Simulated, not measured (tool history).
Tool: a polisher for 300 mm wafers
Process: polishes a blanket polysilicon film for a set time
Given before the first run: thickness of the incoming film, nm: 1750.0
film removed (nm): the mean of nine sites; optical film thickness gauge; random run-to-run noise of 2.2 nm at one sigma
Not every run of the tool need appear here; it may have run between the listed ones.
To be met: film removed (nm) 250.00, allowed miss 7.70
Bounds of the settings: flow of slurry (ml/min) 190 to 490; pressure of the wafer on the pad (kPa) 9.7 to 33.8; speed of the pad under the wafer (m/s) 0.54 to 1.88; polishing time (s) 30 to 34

run,day,flow of slurry (ml/min),pressure of the wafer on the pad (kPa),speed of the pad under the wafer (m/s),polishing time (s),film removed (nm)
1,0.000,315,21.4,1.20,34,383.30
2,0.325,315,18.6,1.20,34,347.54
3,0.371,315,18.6,1.38,34,397.29
4,0.654,315,15.9,1.34,34,342.90
5,0.792,315,13.8,1.32,34,317.06
6,0.833,315,12.4,1.28,34,288.54
7,1.138,315,11.7,1.26,34,278.16
8,1.258,315,11.0,1.24,34,259.17

Below are 4 possible settings for the next run. Only one of them brings all results inside the allowed miss of their targets. Which is it?
A,1.379,195,12.4,1.30,31,?
B,1.379,325,11.0,1.26,34,?
C,1.379,355,11.7,1.26,34,?
D,1.379,275,9.7,1.38,34,?

move,film removed (nm)
A,255.85
B,271.49
C,282.53
D,272.61
A: every result within its allowed miss
B: misses by more than the last run did
C: misses by more than the last run did
D: misses by more than the last run did
Go with A: it meets all targets.
